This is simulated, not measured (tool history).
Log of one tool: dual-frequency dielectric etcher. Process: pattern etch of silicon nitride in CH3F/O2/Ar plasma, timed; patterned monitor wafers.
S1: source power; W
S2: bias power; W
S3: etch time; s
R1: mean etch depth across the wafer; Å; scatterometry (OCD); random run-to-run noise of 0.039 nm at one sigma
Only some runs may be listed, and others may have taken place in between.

run 1 day=0.000 | S1=300 S2=63 S3=23.5 | R1=140.25
run 2 day=0.271 | S1=300 S2=54 S3=23.5 | R1=135.43
run 3 day=0.450 | S1=300 S2=54 S3=21.5 | R1=123.20
run 4 day=0.792 | S1=300 S2=48 S3=21.5 | R1=119.07
run 5 day=0.921 | S1=260 S2=48 S3=21.5 | R1=109.94
run 6 day=1.088 | S1=260 S2=59 S3=21.5 | R1=116.53
run 7 day=1.192 | S1=250 S2=59 S3=21.5 | R1=113.40
run 8 day=1.442 | S1=240 S2=59 S3=21.5 | R1=110.54
run 9 day=1.621 | S1=190 S2=57 S3=21.5 | R1=94.24

The next listed run, before its measurement:
run 10 day=1.667 | S1=230 S2=58 S3=21.5 | R1=?

R1: 107.86 Å
